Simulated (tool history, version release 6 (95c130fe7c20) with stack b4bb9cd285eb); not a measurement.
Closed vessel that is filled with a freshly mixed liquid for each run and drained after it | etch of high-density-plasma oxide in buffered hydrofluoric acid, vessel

run	hour	temperature setpoint of the liquid (°C)	parts of 40 % ammonium fluoride to one part of 49 % hydrofluoric acid (parts by volume)	time in the liquid (s)	thickness taken off the high-density-plasma oxide on a monitor wafer (angstrom)
1	0	21	15.5	90	1101.1
2	8.7	21	19.5	90	897.53
3	11.2	19.5	19.5	90	828.48
4	12.2	19.5	19.5	100	916.7
5	18.6	19.5	19.5	100	921.74
6	19.8	22.5	19.5	100	1085.5
7	28.3	23.5	18.5	100	1195.3

Run 8 comes next. What will it give?
8	33	24.5	17.5	100	?

Run 8 came out at thickness taken off the high-density-plasma oxide on a monitor wafer (angstrom) 1310.8.
